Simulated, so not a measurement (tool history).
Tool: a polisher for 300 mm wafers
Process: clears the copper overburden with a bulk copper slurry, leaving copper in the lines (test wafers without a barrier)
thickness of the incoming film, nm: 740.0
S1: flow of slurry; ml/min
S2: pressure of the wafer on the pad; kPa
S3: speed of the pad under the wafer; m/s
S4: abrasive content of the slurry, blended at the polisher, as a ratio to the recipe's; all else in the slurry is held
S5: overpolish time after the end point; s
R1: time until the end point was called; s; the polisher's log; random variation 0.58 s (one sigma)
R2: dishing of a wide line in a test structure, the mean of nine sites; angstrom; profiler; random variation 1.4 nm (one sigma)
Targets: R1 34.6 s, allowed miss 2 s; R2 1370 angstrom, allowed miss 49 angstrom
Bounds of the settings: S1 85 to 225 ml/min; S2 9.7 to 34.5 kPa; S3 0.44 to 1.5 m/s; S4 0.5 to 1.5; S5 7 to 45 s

run 1 hour=0 | S1=145 S2=22.1 S3=0.96 S4=1 S5=23 | R1=57.718 R2=1087.6
run 2 hour=7.1 | S1=145 S2=24.8 S3=0.98 S4=1 S5=22 | R1=50.115 R2=1143.1
run 3 hour=9.4 | S1=165 S2=24.8 S3=0.98 S4=1 S5=22 | R1=50.602 R2=1191.8
run 4 hour=17.8 | S1=165 S2=28.3 S3=0.98 S4=1 S5=22 | R1=45.937 R2=1226.3
run 5 hour=20.5 | S1=165 S2=23.4 S3=0.98 S4=1 S5=22 | R1=53.665 R2=1123.8
run 6 hour=24.4 | S1=165 S2=26.2 S3=1 S4=1 S5=21 | R1=47.949 R2=1169.1
run 7 hour=25.2 | S1=170 S2=32.4 S3=1.04 S4=1 S5=20 | R1=37.683 R2=1318.2
run 8 hour=28 | S1=170 S2=33.1 S3=1.04 S4=1 S5=20 | R1=37.533 R2=1333.3
run 9 hour=31.9 | S1=170 S2=33.1 S3=1.06 S4=1 S5=20 | R1=36.846 R2=1331.4

5 next moves are on the table. One of them brings every result within its allowed miss. Which?
run A hour=35.8 | S1=115 S2=34.5 S3=1.3 S4=1.1 S5=15 | R1=? R2=?
run B hour=35.8 | S1=160 S2=33.8 S3=1.04 S4=1.3 S5=32 | R1=? R2=?
run C hour=35.8 | S1=180 S2=34.5 S3=1.24 S4=0.9 S5=17 | R1=? R2=?
run D hour=35.8 | S1=175 S2=33.1 S3=1.2 S4=1.1 S5=26 | R1=? R2=?
run E hour=35.8 | S1=155 S2=34.5 S3=1.06 S4=1.15 S5=21 | R1=? R2=?

move=A R1=29.66 R2=1301.8
move=B R1=33.971 R2=1494.5
move=C R1=29.85 R2=1353.6
move=D R1=30.768 R2=1465.8
move=E R1=33.813 R2=1387.6
A: takes the result that was furthest off past its target
B: brings the result that was furthest off to its target, and leaves another outside
C: takes the result that was furthest off past its target
D: takes the result that was furthest off past its target
E: meets every target
Answer: E
